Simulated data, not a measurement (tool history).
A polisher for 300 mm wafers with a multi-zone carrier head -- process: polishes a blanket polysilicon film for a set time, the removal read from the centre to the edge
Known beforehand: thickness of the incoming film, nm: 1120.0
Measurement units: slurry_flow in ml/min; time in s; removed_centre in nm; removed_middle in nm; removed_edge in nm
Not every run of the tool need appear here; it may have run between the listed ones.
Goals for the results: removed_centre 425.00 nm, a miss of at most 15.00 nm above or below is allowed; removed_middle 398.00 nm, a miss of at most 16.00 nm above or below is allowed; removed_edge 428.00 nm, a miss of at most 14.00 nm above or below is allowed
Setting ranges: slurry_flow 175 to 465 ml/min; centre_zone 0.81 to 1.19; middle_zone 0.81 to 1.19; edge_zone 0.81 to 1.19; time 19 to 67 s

{"run": 1, "day": 0.0, "slurry_flow": 295, "centre_zone": 1.0, "middle_zone": 1.0, "edge_zone": 1.0, "time": 43, "removed_centre": 340.59, "removed_middle": 347.9, "removed_edge": 347.48}
{"run": 2, "day": 0.117, "slurry_flow": 295, "centre_zone": 0.95, "middle_zone": 1.0, "edge_zone": 1.0, "time": 43, "removed_centre": 329.09, "removed_middle": 348.39, "removed_edge": 347.88}
{"run": 3, "day": 0.142, "slurry_flow": 295, "centre_zone": 0.91, "middle_zone": 1.0, "edge_zone": 1.0, "time": 43, "removed_centre": 312.32, "removed_middle": 341.42, "removed_edge": 353.11}
{"run": 4, "day": 0.246, "slurry_flow": 300, "centre_zone": 0.93, "middle_zone": 0.99, "edge_zone": 1.02, "time": 44, "removed_centre": 326.86, "removed_middle": 347.83, "removed_edge": 369.52}
{"run": 5, "day": 0.271, "slurry_flow": 305, "centre_zone": 0.96, "middle_zone": 0.99, "edge_zone": 1.03, "time": 44, "removed_centre": 342.46, "removed_middle": 356.55, "removed_edge": 361.38}
{"run": 6, "day": 0.554, "slurry_flow": 305, "centre_zone": 0.97, "middle_zone": 0.98, "edge_zone": 1.04, "time": 45, "removed_centre": 353.33, "removed_middle": 367.47, "removed_edge": 376.9}
{"run": 7, "day": 0.6, "slurry_flow": 305, "centre_zone": 0.97, "middle_zone": 0.98, "edge_zone": 1.04, "time": 45, "removed_centre": 350.1, "removed_middle": 355.77, "removed_edge": 372.33}
{"run": 8, "day": 0.683, "slurry_flow": 310, "centre_zone": 0.98, "middle_zone": 0.98, "edge_zone": 1.05, "time": 46, "removed_centre": 368.62, "removed_middle": 374.89, "removed_edge": 383.63}
{"run": 9, "day": 0.904, "slurry_flow": 315, "centre_zone": 0.99, "middle_zone": 0.97, "edge_zone": 1.07, "time": 46, "removed_centre": 372.31, "removed_middle": 368.03, "removed_edge": 390.89}
{"run": 10, "day": 1.096, "slurry_flow": 315, "centre_zone": 0.99, "middle_zone": 0.97, "edge_zone": 1.07, "time": 46, "removed_centre": 363.94, "removed_middle": 364.46, "removed_edge": 390.08}
{"run": 11, "day": 1.308, "slurry_flow": 320, "centre_zone": 1.0, "middle_zone": 0.97, "edge_zone": 1.08, "time": 46, "removed_centre": 377.32, "removed_middle": 371.09, "removed_edge": 391.45}
{"run": 12, "day": 1.438, "slurry_flow": 325, "centre_zone": 1.01, "middle_zone": 0.97, "edge_zone": 1.09, "time": 46, "removed_centre": 372.03, "removed_middle": 371.98, "removed_edge": 400.5}
{"run": 13, "day": 1.742, "slurry_flow": 330, "centre_zone": 1.03, "middle_zone": 0.97, "edge_zone": 1.1, "time": 46, "removed_centre": 386.67, "removed_middle": 372.93, "removed_edge": 400.05}
{"run": 14, "day": 1.825, "slurry_flow": 335, "centre_zone": 1.04, "middle_zone": 0.97, "edge_zone": 1.11, "time": 46, "removed_centre": 384.63, "removed_middle": 378.4, "removed_edge": 399.22}

Next run, 5 choices. One meets every target within its allowed miss, the rest don't. Which?
{"run": "A", "day": 1.908, "slurry_flow": 390, "centre_zone": 0.97, "middle_zone": 1.19, "edge_zone": 1.12, "time": 42, "removed_centre": "?", "removed_middle": "?", "removed_edge": "?"}
{"run": "B", "day": 1.908, "slurry_flow": 365, "centre_zone": 1.01, "middle_zone": 0.84, "edge_zone": 1.12, "time": 50, "removed_centre": "?", "removed_middle": "?", "removed_edge": "?"}
{"run": "C", "day": 1.908, "slurry_flow": 235, "centre_zone": 1.07, "middle_zone": 0.99, "edge_zone": 1.11, "time": 51, "removed_centre": "?", "removed_middle": "?", "removed_edge": "?"}
{"run": "D", "day": 1.908, "slurry_flow": 315, "centre_zone": 0.97, "middle_zone": 1.14, "edge_zone": 1.1, "time": 43, "removed_centre": "?", "removed_middle": "?", "removed_edge": "?"}
{"run": "E", "day": 1.908, "slurry_flow": 375, "centre_zone": 0.85, "middle_zone": 1.08, "edge_zone": 1.11, "time": 47, "removed_centre": "?", "removed_middle": "?", "removed_edge": "?"}

move=A removed_centre=336.00 removed_middle=400.99 removed_edge=368.29
move=B removed_centre=413.35 removed_middle=375.02 removed_edge=438.26
move=C removed_centre=423.74 removed_middle=405.78 removed_edge=428.34
move=D removed_centre=336.78 removed_middle=390.77 removed_edge=368.66
move=E removed_centre=327.78 removed_middle=418.07 removed_edge=409.88
A: misses by more than the last run did
B: the furthest-off result lands on target, but another misses its tolerance
C: meets every target
D: misses by more than the last run did
E: misses by more than the last run did
So the answer is move C, the one that meets all the targets.

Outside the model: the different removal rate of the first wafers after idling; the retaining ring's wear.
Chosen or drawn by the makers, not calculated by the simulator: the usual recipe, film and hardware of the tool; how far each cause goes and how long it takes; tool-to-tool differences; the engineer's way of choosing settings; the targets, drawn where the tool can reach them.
